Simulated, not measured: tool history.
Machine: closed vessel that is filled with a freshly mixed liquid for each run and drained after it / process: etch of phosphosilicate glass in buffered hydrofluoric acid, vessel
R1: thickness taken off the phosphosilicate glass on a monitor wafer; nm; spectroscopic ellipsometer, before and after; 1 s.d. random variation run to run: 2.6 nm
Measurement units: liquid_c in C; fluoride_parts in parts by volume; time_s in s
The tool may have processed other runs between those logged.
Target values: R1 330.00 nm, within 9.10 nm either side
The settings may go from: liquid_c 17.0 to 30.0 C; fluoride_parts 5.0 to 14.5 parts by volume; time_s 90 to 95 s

Run 1, day 0.000: liquid_c 22.0 C, fluoride_parts 9.0 parts by volume, time_s 90 s. Result: R1 396.25 nm.
Run 2, day 0.338: liquid_c 24.0 C, fluoride_parts 9.0 parts by volume, time_s 90 s. Result: R1 442.90 nm.
Run 3, day 0.488: liquid_c 23.5 C, fluoride_parts 9.0 parts by volume, time_s 90 s. Result: R1 435.27 nm.
Run 4, day 0.562: liquid_c 23.0 C, fluoride_parts 9.0 parts by volume, time_s 90 s. Result: R1 423.72 nm.
Run 5, day 0.929: liquid_c 25.0 C, fluoride_parts 9.0 parts by volume, time_s 90 s. Result: R1 466.85 nm.
Run 6, day 1.058: liquid_c 24.0 C, fluoride_parts 9.0 parts by volume, time_s 90 s. Result: R1 444.08 nm.
Run 7, day 1.292: liquid_c 23.5 C, fluoride_parts 9.0 parts by volume, time_s 90 s. Result: R1 432.68 nm.
Run 8, day 1.454: liquid_c 23.0 C, fluoride_parts 9.0 parts by volume, time_s 90 s. Result: R1 417.32 nm.
Run 9, day 1.771: liquid_c 22.5 C, fluoride_parts 9.0 parts by volume, time_s 90 s. Result: R1 410.12 nm.
Run 10, day 2.071: liquid_c 22.0 C, fluoride_parts 9.0 parts by volume, time_s 90 s. Result: R1 399.46 nm.
Run 11, day 2.342: liquid_c 21.5 C, fluoride_parts 9.0 parts by volume, time_s 90 s. Result: R1 389.42 nm.
Run 12, day 2.521: liquid_c 21.0 C, fluoride_parts 9.0 parts by volume, time_s 90 s. Result: R1 380.14 nm.
Run 13, day 2.667: liquid_c 20.5 C, fluoride_parts 9.0 parts by volume, time_s 90 s. Result: R1 368.02 nm.

4 next moves are on the table. One of them brings every result within its allowed miss. Which?
Run A, day 2.812: liquid_c 18.5 C, fluoride_parts 9.0 parts by volume, time_s 95 s. Result: R1 ?.
Run B, day 2.812: liquid_c 21.0 C, fluoride_parts 8.5 parts by volume, time_s 90 s. Result: R1 ?.
Run C, day 2.812: liquid_c 18.5 C, fluoride_parts 10.0 parts by volume, time_s 90 s. Result: R1 ?.
Run D, day 2.812: liquid_c 17.5 C, fluoride_parts 8.5 parts by volume, time_s 90 s. Result: R1 ?.

move      R1
   A  344.83
   B  399.90
   C  305.70
   D  328.45
A: nearer than the last run, and not there yet
B: moves away from the targets compared with the last run
C: carries the result that was furthest off beyond its target, to the other side
D: meets every target
Answer: D
